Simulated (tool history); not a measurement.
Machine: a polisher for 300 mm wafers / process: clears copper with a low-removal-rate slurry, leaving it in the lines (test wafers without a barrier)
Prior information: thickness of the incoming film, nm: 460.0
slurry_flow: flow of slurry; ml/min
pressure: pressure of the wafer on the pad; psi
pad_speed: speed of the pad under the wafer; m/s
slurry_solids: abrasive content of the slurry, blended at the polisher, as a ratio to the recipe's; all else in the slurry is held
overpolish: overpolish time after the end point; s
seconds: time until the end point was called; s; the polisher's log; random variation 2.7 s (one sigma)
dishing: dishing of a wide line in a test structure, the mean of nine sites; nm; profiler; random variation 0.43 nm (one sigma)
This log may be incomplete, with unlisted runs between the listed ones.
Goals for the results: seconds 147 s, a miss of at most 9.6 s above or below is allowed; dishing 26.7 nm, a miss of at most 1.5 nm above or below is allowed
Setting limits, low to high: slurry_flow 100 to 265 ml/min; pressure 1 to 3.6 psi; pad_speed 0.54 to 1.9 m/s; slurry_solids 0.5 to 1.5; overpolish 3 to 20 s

run 1 hour=0 | slurry_flow=170 pressure=2.3 pad_speed=1.22 slurry_solids=1 overpolish=10 | seconds=146.26 dishing=20.093
run 2 hour=5.3 | slurry_flow=170 pressure=2.3 pad_speed=1.22 slurry_solids=1 overpolish=11 | seconds=142.53 dishing=21.309
run 3 hour=7.6 | slurry_flow=170 pressure=2.3 pad_speed=1.22 slurry_solids=1.1 overpolish=11 | seconds=145.56 dishing=22.647
run 4 hour=12.8 | slurry_flow=170 pressure=2.9 pad_speed=1.22 slurry_solids=1.1 overpolish=11 | seconds=118.02 dishing=27.461
run 5 hour=21.4 | slurry_flow=170 pressure=2.7 pad_speed=1.2 slurry_solids=1.15 overpolish=12 | seconds=124.52 dishing=27.161
run 6 hour=24.2 | slurry_flow=170 pressure=2.7 pad_speed=1.2 slurry_solids=1.15 overpolish=10 | seconds=125.28 dishing=23.991
run 7 hour=30.6 | slurry_flow=170 pressure=2.6 pad_speed=1.18 slurry_solids=1.2 overpolish=11 | seconds=134.1 dishing=23.823
run 8 hour=33 | slurry_flow=170 pressure=2.5 pad_speed=1.18 slurry_solids=1.2 overpolish=12 | seconds=136.18 dishing=25.42
run 9 hour=36.2 | slurry_flow=170 pressure=2.5 pad_speed=1.18 slurry_solids=1.2 overpolish=12 | seconds=136.86 dishing=25.333
run 10 hour=42.2 | slurry_flow=170 pressure=2.4 pad_speed=1.18 slurry_solids=1.2 overpolish=12 | seconds=143.75 dishing=24.086

Of the 4 settings listed for the next run, only one would bring every result within its allowed miss of target. Which one?
run A hour=48.2 | slurry_flow=155 pressure=2.5 pad_speed=1.1 slurry_solids=1.2 overpolish=14 | seconds=? dishing=?
run B hour=48.2 | slurry_flow=195 pressure=2.3 pad_speed=1.24 slurry_solids=1.2 overpolish=10 | seconds=? dishing=?
run C hour=48.2 | slurry_flow=160 pressure=2.3 pad_speed=1.1 slurry_solids=1.1 overpolish=12 | seconds=? dishing=?
run D hour=48.2 | slurry_flow=190 pressure=2.1 pad_speed=1.26 slurry_solids=1.2 overpolish=11 | seconds=? dishing=?

move=A seconds=149.34 dishing=26.794
move=B seconds=138.82 dishing=21.343
move=C seconds=163.86 dishing=21.647
move=D seconds=149.84 dishing=21.581
A: all results in spec
B: its largest miss is bigger than the last run's
C: its largest miss is bigger than the last run's
D: its largest miss is bigger than the last run's
A meets every target.
